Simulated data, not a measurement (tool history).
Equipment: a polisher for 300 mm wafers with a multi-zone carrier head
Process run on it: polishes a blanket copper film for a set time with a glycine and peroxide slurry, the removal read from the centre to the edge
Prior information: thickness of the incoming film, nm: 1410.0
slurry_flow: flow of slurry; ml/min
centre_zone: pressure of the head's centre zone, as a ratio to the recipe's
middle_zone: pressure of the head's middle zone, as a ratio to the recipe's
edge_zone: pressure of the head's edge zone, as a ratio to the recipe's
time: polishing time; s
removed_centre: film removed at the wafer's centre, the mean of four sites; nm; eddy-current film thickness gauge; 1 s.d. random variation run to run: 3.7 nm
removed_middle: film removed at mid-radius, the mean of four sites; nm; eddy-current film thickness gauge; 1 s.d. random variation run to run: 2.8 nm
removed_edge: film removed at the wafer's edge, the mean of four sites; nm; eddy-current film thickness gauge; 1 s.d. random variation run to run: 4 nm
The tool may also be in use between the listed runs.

run,hour,slurry_flow,centre_zone,middle_zone,edge_zone,time,removed_centre,removed_middle,removed_edge
1,0.0,305,1.00,1.00,1.00,41,267.19,266.79,268.90
2,3.7,305,1.00,1.00,1.02,42,274.69,272.22,279.61
3,5.2,305,1.00,1.00,1.04,43,284.81,281.74,285.13
4,12.1,305,0.99,0.99,1.05,44,287.44,284.48,292.77
5,18.9,305,0.99,0.99,1.05,37,237.51,243.54,246.07
6,21.0,305,0.99,0.99,1.05,29,189.32,190.03,198.91
7,24.6,305,0.98,0.98,1.06,31,202.64,196.67,210.46

Run 8 is up next; what results do you expect?
8,29.4,305,0.97,0.98,1.07,33,?,?,?

{"run 8": {"removed_centre": 208.34, "removed_middle": 210.35, "removed_edge": 224.0}}
